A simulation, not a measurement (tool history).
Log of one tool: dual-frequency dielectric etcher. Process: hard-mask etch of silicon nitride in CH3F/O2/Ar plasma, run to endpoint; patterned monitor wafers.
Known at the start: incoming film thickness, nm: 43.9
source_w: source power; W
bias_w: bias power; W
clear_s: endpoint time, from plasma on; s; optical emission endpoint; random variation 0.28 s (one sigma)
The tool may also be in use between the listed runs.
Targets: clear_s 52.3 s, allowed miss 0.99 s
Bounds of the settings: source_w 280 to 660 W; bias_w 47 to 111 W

| run | hour | source_w | bias_w | clear_s |
|---|---|---|---|---|
| 1 | 0 | 470 | 79 | 60.377 |
| 2 | 5.9 | 510 | 80 | 57.865 |
| 3 | 10.2 | 460 | 80 | 60.053 |
| 4 | 16.6 | 410 | 80 | 61.191 |
| 5 | 23.8 | 410 | 88 | 60.196 |
| 6 | 28.3 | 330 | 88 | 63.353 |
| 7 | 35.9 | 430 | 99 | 57.547 |
| 8 | 39.4 | 460 | 101 | 55.825 |

Which of these 5 next moves meets every target?
| A | 42.9 | 500 | 104 | ? |
| B | 42.9 | 520 | 97 | ? |
| C | 42.9 | 320 | 102 | ? |
| D | 42.9 | 550 | 105 | ? |
| E | 42.9 | 500 | 99 | ? |

| move | clear_s |
|---|---|
| A | 53.903 |
| B | 54.365 |
| C | 61.56 |
| D | 52.221 |
| E | 54.689 |
A: nearer than the last run, and not there yet
B: nearer than the last run, and not there yet
C: further off than the last run
D: meets every target
E: nearer than the last run, and not there yet
Move D is the one to make.

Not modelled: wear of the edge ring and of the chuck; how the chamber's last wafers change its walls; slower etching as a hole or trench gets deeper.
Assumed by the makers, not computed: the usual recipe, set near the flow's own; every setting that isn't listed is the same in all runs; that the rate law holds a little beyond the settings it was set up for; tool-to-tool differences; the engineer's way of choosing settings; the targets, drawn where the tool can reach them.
